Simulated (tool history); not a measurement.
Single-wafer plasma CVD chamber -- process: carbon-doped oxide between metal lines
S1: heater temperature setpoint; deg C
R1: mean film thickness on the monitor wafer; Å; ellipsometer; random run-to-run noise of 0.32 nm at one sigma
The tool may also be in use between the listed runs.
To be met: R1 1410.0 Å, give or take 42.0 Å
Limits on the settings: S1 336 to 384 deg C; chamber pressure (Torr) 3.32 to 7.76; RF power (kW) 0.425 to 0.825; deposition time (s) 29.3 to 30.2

Run 1, hour 0.0: S1 360 deg C, chamber pressure (Torr) 5.54, RF power (kW) 0.625, deposition time (s) 29.3. Result: R1 1628.2 Å.
Run 2, hour 2.3: S1 360 deg C, chamber pressure (Torr) 5.15, RF power (kW) 0.625, deposition time (s) 29.3. Result: R1 1617.0 Å.
Run 3, hour 10.6: S1 361 deg C, chamber pressure (Torr) 5.04, RF power (kW) 0.595, deposition time (s) 29.3. Result: R1 1537.3 Å.
Run 4, hour 11.6: S1 362 deg C, chamber pressure (Torr) 4.86, RF power (kW) 0.585, deposition time (s) 29.3. Result: R1 1499.9 Å.
At hour 16.0: capacitance manometer re-zeroed and calibrated.
Run 5, hour 16.0: S1 363 deg C, chamber pressure (Torr) 4.72, RF power (kW) 0.580, deposition time (s) 29.3. Result: R1 1487.7 Å.
Run 6, hour 22.9: S1 363 deg C, chamber pressure (Torr) 4.72, RF power (kW) 0.580, deposition time (s) 29.3. Result: R1 1488.9 Å.
Run 7, hour 27.0: S1 366 deg C, chamber pressure (Torr) 4.38, RF power (kW) 0.530, deposition time (s) 29.3. Result: R1 1330.6 Å.
Run 8, hour 34.5: S1 365 deg C, chamber pressure (Torr) 4.48, RF power (kW) 0.535, deposition time (s) 29.3. Result: R1 1358.4 Å.

Exercise: of the 5 proposed moves below, exactly one satisfies all targets within the stated allowed misses. Which move is it?
Run A, hour 42.0: S1 362 deg C, chamber pressure (Torr) 4.12, RF power (kW) 0.565, deposition time (s) 30.2. Result: R1 ?.
Run B, hour 42.0: S1 370 deg C, chamber pressure (Torr) 4.74, RF power (kW) 0.510, deposition time (s) 29.3. Result: R1 ?.
Run C, hour 42.0: S1 353 deg C, chamber pressure (Torr) 3.32, RF power (kW) 0.535, deposition time (s) 29.3. Result: R1 ?.
Run D, hour 42.0: S1 358 deg C, chamber pressure (Torr) 5.44, RF power (kW) 0.515, deposition time (s) 30.2. Result: R1 ?.
Run E, hour 42.0: S1 362 deg C, chamber pressure (Torr) 4.28, RF power (kW) 0.565, deposition time (s) 30.2. Result: R1 ?.

move      R1
   A  1469.8
   B  1279.4
   C  1350.5
   D  1406.5
   E  1477.7
A: takes the biggest miss from the last run beyond its target
B: lands further from the targets than the last run did
C: lands further from the targets than the last run did
D: every result within its allowed miss
E: takes the biggest miss from the last run beyond its target
The right move is D.
